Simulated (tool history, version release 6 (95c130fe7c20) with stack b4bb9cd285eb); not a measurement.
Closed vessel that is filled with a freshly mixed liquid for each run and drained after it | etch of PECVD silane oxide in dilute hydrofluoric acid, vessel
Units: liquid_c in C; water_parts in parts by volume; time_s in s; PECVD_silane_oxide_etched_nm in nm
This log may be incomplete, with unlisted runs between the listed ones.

run	hour	liquid_c	water_parts	time_s	PECVD_silane_oxide_etched_nm
1	0.0	21.0	285	495	19.782
2	1.3	21.0	210	495	28.021
3	3.5	20.0	250	495	22.451
4	11.1	19.5	280	495	19.126
5	16.0	19.5	330	495	15.430
6	21.7	19.0	345	495	14.177
7	29.4	18.5	355	495	13.518
8	33.4	18.0	365	495	12.682

Run 9, settings as shown, results not yet in. Your forecast:
9	35.9	18.0	370	495	?

{"run 9": {"PECVD_silane_oxide_etched_nm": 12.476}}

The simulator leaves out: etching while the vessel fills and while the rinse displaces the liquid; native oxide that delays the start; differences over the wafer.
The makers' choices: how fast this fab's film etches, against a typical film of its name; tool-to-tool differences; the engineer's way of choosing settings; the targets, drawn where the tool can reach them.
